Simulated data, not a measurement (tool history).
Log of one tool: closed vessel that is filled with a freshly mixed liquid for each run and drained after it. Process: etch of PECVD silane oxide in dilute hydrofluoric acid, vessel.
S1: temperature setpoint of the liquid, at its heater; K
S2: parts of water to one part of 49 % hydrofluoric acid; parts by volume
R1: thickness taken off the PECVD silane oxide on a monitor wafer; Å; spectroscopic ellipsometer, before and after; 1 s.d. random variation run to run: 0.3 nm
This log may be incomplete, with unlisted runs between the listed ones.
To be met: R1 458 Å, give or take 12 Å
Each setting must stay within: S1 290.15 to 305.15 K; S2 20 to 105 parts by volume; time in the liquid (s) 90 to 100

run 1 hour=0 | S1=297.15 S2=55 time_in_the_liquid_(s)=90 | R1=596.51
run 2 hour=8.6 | S1=297.15 S2=55 time_in_the_liquid_(s)=100 | R1=657.74
run 3 hour=9.8 | S1=297.15 S2=55 time_in_the_liquid_(s)=100 | R1=648.73
run 4 hour=14.1 | S1=297.15 S2=55 time_in_the_liquid_(s)=90 | R1=591.12
run 5 hour=18 | S1=297.15 S2=55 time_in_the_liquid_(s)=100 | R1=649.75
run 6 hour=19.6 | S1=295.15 S2=55 time_in_the_liquid_(s)=100 | R1=605.69
run 7 hour=25.6 | S1=293.65 S2=55 time_in_the_liquid_(s)=100 | R1=572.22
run 8 hour=34.6 | S1=292.65 S2=55 time_in_the_liquid_(s)=100 | R1=539.3
run 9 hour=43.2 | S1=292.15 S2=55 time_in_the_liquid_(s)=100 | R1=536.43
run 10 hour=47.3 | S1=291.65 S2=55 time_in_the_liquid_(s)=100 | R1=529.79
run 11 hour=53.7 | S1=291.15 S2=55 time_in_the_liquid_(s)=100 | R1=516.63
run 12 hour=59.9 | S1=290.65 S2=55 time_in_the_liquid_(s)=100 | R1=502.43

Which of these 4 next moves meets every target?
run A hour=66.1 | S1=291.65 S2=60 time_in_the_liquid_(s)=90 | R1=?
run B hour=66.1 | S1=291.65 S2=45 time_in_the_liquid_(s)=90 | R1=?
run C hour=66.1 | S1=292.65 S2=65 time_in_the_liquid_(s)=100 | R1=?
run D hour=66.1 | S1=290.65 S2=45 time_in_the_liquid_(s)=95 | R1=?

move=A R1=435.29
move=B R1=590.51
move=C R1=463.13
move=D R1=596.91
A: pushes the last run's worst result past its target
B: moves away from the targets compared with the last run
C: meets every target
D: moves away from the targets compared with the last run
Go with C: it meets all targets.
